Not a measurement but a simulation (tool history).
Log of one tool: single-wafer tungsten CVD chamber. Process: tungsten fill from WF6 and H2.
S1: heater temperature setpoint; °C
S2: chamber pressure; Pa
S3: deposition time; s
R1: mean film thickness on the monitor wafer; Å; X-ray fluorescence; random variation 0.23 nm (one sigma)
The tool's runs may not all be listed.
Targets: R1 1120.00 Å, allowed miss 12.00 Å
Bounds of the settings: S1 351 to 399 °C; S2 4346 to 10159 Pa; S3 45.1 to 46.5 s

run 1 day=0.000 | S1=375 S2=7253 S3=45.1 | R1=847.17
run 2 day=0.083 | S1=379 S2=7266 S3=45.1 | R1=914.77
run 3 day=0.367 | S1=382 S2=7266 S3=45.1 | R1=965.48
run 4 day=0.429 | S1=385 S2=7266 S3=45.1 | R1=1015.30
run 5 day=0.633 | S1=385 S2=6813 S3=45.1 | R1=986.63
run 6 day=0.675 | S1=387 S2=6813 S3=45.1 | R1=1019.10
run 7 day=0.771 | S1=389 S2=6813 S3=45.1 | R1=1055.00
run 8 day=1.067 | S1=390 S2=6813 S3=45.1 | R1=1075.10
run 9 day=1.375 | S1=391 S2=6813 S3=45.1 | R1=1094.60

4 next moves are on the table. One of them brings every result within its allowed miss. Which?
run A day=1.683 | S1=394 S2=6386 S3=45.3 | R1=?
run B day=1.683 | S1=392 S2=7079 S3=45.8 | R1=?
run C day=1.683 | S1=392 S2=7093 S3=46.1 | R1=?
run D day=1.683 | S1=394 S2=6773 S3=45.1 | R1=?

move=A R1=1125.90
move=B R1=1153.10
move=C R1=1161.70
move=D R1=1151.30
A: meets every target
B: takes the result that was furthest off past its target
C: takes the result that was furthest off past its target
D: takes the result that was furthest off past its target
The right move is A.
